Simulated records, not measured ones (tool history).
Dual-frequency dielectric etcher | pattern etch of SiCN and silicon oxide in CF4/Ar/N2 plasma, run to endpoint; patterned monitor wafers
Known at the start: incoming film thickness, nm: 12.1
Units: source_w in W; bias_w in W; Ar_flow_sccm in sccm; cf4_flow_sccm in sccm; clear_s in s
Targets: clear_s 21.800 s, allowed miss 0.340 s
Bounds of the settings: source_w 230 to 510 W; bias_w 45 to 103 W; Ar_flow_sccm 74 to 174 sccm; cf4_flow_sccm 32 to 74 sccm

run 1 day=0.000 | source_w=370 bias_w=74 Ar_flow_sccm=124 cf4_flow_sccm=53 | clear_s=18.292
run 2 day=0.333 | source_w=360 bias_w=74 Ar_flow_sccm=124 cf4_flow_sccm=53 | clear_s=18.717
run 3 day=0.475 | source_w=420 bias_w=74 Ar_flow_sccm=124 cf4_flow_sccm=53 | clear_s=16.702
run 4 day=0.583 | source_w=400 bias_w=74 Ar_flow_sccm=124 cf4_flow_sccm=53 | clear_s=17.498
run 5 day=0.675 | source_w=400 bias_w=74 Ar_flow_sccm=143 cf4_flow_sccm=53 | clear_s=17.822
run 6 day=0.900 | source_w=400 bias_w=74 Ar_flow_sccm=160 cf4_flow_sccm=53 | clear_s=18.138
run 7 day=1.129 | source_w=330 bias_w=73 Ar_flow_sccm=160 cf4_flow_sccm=53 | clear_s=20.906
run 8 day=1.392 | source_w=320 bias_w=73 Ar_flow_sccm=160 cf4_flow_sccm=53 | clear_s=21.248

Which of these 5 next moves meets every target?
run A day=1.654 | source_w=340 bias_w=72 Ar_flow_sccm=153 cf4_flow_sccm=54 | clear_s=?
run B day=1.654 | source_w=270 bias_w=87 Ar_flow_sccm=145 cf4_flow_sccm=58 | clear_s=?
run C day=1.654 | source_w=260 bias_w=89 Ar_flow_sccm=154 cf4_flow_sccm=54 | clear_s=?
run D day=1.654 | source_w=310 bias_w=72 Ar_flow_sccm=143 cf4_flow_sccm=59 | clear_s=?
run E day=1.654 | source_w=330 bias_w=78 Ar_flow_sccm=169 cf4_flow_sccm=51 | clear_s=?

move=A clear_s=20.244
move=B clear_s=21.571
move=C clear_s=22.375
move=D clear_s=20.993
move=E clear_s=20.590
A: further off than the last run
B: meets every target
C: takes the result that was furthest off past its target
D: further off than the last run
E: further off than the last run
Move B is the one to make.

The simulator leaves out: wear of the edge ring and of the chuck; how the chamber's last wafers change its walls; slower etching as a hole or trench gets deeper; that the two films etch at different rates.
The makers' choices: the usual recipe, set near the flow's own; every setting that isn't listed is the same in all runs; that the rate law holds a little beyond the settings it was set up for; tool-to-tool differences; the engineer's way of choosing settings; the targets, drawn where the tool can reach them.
